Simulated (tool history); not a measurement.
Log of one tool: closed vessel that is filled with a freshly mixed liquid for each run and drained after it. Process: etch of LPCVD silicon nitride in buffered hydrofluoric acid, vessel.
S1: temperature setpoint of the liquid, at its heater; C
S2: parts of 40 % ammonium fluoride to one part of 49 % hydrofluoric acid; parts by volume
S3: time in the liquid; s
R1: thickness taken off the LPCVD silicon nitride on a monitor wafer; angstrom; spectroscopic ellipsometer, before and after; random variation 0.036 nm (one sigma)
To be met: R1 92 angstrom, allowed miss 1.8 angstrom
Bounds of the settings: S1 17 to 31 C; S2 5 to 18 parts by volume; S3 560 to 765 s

run    day    S1    S2   S3      R1
  1      0    23    11  765  89.828
  2   0.25    23   8.5  765  112.04
  3  0.592    23   8.5  560  82.465
  4    0.7    26   8.5  560  96.609
  5  0.846    26  11.5  560  74.685
  6  1.242    26  11.5  765  101.09
  7  1.471    26  11.5  765  101.76
  8  1.817  25.5  11.5  765  99.491
  9   2.05    25  11.5  765  95.729

Which of these 4 next moves meets every target?
  A  2.283    24  10.5  670   ?
  B  2.283  27.5    13  715   ?
  C  2.283  25.5    13  765   ?
  D  2.283  25.5  11.5  745   ?

move      R1
   A  86.967
   B  91.268
   C  87.553
   D  96.126
A: takes the result that was furthest off past its target
B: meets every target
C: takes the result that was furthest off past its target
D: further off than the last run
Move B is the one to make.
